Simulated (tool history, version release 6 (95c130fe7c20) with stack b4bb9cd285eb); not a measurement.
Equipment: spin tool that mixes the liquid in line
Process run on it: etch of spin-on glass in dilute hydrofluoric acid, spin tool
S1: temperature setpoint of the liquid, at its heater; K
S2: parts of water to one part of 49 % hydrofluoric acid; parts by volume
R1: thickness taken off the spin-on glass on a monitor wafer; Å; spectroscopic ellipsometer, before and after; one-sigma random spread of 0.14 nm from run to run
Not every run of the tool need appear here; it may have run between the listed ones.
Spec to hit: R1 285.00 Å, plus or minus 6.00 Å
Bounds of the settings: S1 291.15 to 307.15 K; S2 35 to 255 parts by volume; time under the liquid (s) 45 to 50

{"run": 1, "hour": 0.0, "S1": 299.15, "S2": 145, "time under the liquid (s)": 45, "R1": 181.1}
{"run": 2, "hour": 4.3, "S1": 301.15, "S2": 140, "time under the liquid (s)": 45, "R1": 203.07}
{"run": 3, "hour": 8.1, "S1": 302.65, "S2": 135, "time under the liquid (s)": 45, "R1": 227.08}
{"run": 4, "hour": 8.9, "S1": 303.65, "S2": 135, "time under the liquid (s)": 45, "R1": 233.4}
{"run": 5, "hour": 10.9, "S1": 303.65, "S2": 135, "time under the liquid (s)": 50, "R1": 259.37}
{"run": 6, "hour": 18.4, "S1": 303.65, "S2": 175, "time under the liquid (s)": 50, "R1": 190.09}
{"run": 7, "hour": 24.0, "S1": 304.65, "S2": 165, "time under the liquid (s)": 50, "R1": 212.04}
{"run": 8, "hour": 32.0, "S1": 305.15, "S2": 160, "time under the liquid (s)": 50, "R1": 223.86}
{"run": 9, "hour": 39.2, "S1": 305.65, "S2": 155, "time under the liquid (s)": 50, "R1": 236.9}
{"run": 10, "hour": 42.2, "S1": 306.15, "S2": 150, "time under the liquid (s)": 50, "R1": 251.0}
{"run": 11, "hour": 48.3, "S1": 306.65, "S2": 145, "time under the liquid (s)": 50, "R1": 266.76}

4 next moves are on the table. One of them brings every result within its allowed miss. Which?
{"run": "A", "hour": 54.4, "S1": 307.15, "S2": 145, "time under the liquid (s)": 45, "R1": "?"}
{"run": "B", "hour": 54.4, "S1": 307.15, "S2": 160, "time under the liquid (s)": 50, "R1": "?"}
{"run": "C", "hour": 54.4, "S1": 306.15, "S2": 135, "time under the liquid (s)": 50, "R1": "?"}
{"run": "D", "hour": 54.4, "S1": 307.15, "S2": 155, "time under the liquid (s)": 50, "R1": "?"}

move=A R1=243.23
move=B R1=239.74
move=C R1=284.36
move=D R1=249.23
A: the biggest miss grows against the last run
B: the biggest miss grows against the last run
C: meets every target
D: the biggest miss grows against the last run
Go with C: it meets all targets.
